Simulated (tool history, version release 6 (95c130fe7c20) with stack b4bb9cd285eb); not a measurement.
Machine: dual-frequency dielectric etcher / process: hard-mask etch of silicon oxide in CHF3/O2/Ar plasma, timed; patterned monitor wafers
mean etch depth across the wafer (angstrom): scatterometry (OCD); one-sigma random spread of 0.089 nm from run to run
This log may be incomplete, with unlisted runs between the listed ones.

| run | hour | source power (W) | bias power (W) | etch time (s) | mean etch depth across the wafer (angstrom) |
|---|---|---|---|---|---|
| 1 | 0 | 590 | 207 | 16 | 330.88 |
| 2 | 1.7 | 690 | 207 | 16 | 350.23 |
| 3 | 8.4 | 660 | 205 | 16 | 342.92 |
| 4 | 15.4 | 630 | 203 | 16 | 336.25 |
| 5 | 16.9 | 670 | 203 | 16 | 344.28 |
| 6 | 25.6 | 610 | 203 | 16 | 330.91 |

Forecast run 7:
| 7 | 33.6 | 590 | 202 | 16 | ? |

mean etch depth across the wafer (angstrom): 328.64
